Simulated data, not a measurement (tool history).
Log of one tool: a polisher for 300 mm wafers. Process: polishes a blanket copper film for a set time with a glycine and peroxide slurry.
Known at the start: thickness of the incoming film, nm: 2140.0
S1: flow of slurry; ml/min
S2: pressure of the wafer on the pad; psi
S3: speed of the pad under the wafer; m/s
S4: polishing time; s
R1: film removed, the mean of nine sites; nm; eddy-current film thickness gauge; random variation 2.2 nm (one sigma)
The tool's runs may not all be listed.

{"run": 1, "hour": 0.0, "S1": 300, "S2": 2.9, "S3": 1.1, "S4": 23, "R1": 153.9}
{"run": 2, "hour": 1.9, "S1": 300, "S2": 3.1, "S3": 1.1, "S4": 23, "R1": 162.45}
{"run": 3, "hour": 10.4, "S1": 300, "S2": 3.1, "S3": 0.9, "S4": 23, "R1": 136.49}
{"run": 4, "hour": 18.4, "S1": 300, "S2": 3.1, "S3": 0.76, "S4": 23, "R1": 119.67}
{"run": 5, "hour": 19.3, "S1": 300, "S2": 3.1, "S3": 0.76, "S4": 21, "R1": 108.16}
{"run": 6, "hour": 19.9, "S1": 300, "S2": 2.7, "S3": 0.76, "S4": 21, "R1": 99.109}
{"run": 7, "hour": 24.3, "S1": 300, "S2": 3.1, "S3": 0.8, "S4": 21, "R1": 113.81}
{"run": 8, "hour": 33.2, "S1": 300, "S2": 3.4, "S3": 0.84, "S4": 21, "R1": 126.08}

The next listed run, before its measurement:
{"run": 9, "hour": 41.3, "S1": 300, "S2": 3.7, "S3": 0.9, "S4": 21, "R1": "?"}

Run 9 gave R1 141.38 nm.
